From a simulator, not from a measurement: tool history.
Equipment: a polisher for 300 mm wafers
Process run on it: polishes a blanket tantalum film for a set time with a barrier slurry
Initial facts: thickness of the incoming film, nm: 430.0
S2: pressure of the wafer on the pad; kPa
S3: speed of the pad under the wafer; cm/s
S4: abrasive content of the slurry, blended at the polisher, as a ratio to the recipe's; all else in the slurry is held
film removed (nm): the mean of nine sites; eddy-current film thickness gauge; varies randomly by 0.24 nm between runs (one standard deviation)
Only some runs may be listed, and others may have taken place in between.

run 1 hour=0 | flow_of_slurry_(ml/min)=275 S2=11.7 S3=92 S4=1 polishing_time_(s)=30 | film_removed_(nm)=38.371
run 2 hour=5.6 | flow_of_slurry_(ml/min)=275 S2=11 S3=92 S4=1 polishing_time_(s)=30 | film_removed_(nm)=36.107
run 3 hour=10.7 | flow_of_slurry_(ml/min)=275 S2=10.3 S3=92 S4=1 polishing_time_(s)=30 | film_removed_(nm)=34.028
run 4 hour=12.2 | flow_of_slurry_(ml/min)=275 S2=11.7 S3=92 S4=1 polishing_time_(s)=30 | film_removed_(nm)=38.471
run 5 hour=13.8 | flow_of_slurry_(ml/min)=275 S2=13.1 S3=92 S4=1 polishing_time_(s)=30 | film_removed_(nm)=42.885
run 6 hour=20.9 | flow_of_slurry_(ml/min)=275 S2=12.4 S3=92 S4=1 polishing_time_(s)=30 | film_removed_(nm)=40.011
run 7 hour=24.2 | flow_of_slurry_(ml/min)=275 S2=11.7 S3=92 S4=1 polishing_time_(s)=30 | film_removed_(nm)=38.32
run 8 hour=32.2 | flow_of_slurry_(ml/min)=270 S2=8.3 S3=92 S4=1 polishing_time_(s)=30 | film_removed_(nm)=27.106
run 9 hour=38.5 | flow_of_slurry_(ml/min)=270 S2=8.3 S3=92 S4=1 polishing_time_(s)=30 | film_removed_(nm)=27.727

What does the tool deliver on the next run?
run 10 hour=40.3 | flow_of_slurry_(ml/min)=280 S2=9.7 S3=92 S4=1 polishing_time_(s)=30 | film_removed_(nm)=?

film removed (nm): 32.078

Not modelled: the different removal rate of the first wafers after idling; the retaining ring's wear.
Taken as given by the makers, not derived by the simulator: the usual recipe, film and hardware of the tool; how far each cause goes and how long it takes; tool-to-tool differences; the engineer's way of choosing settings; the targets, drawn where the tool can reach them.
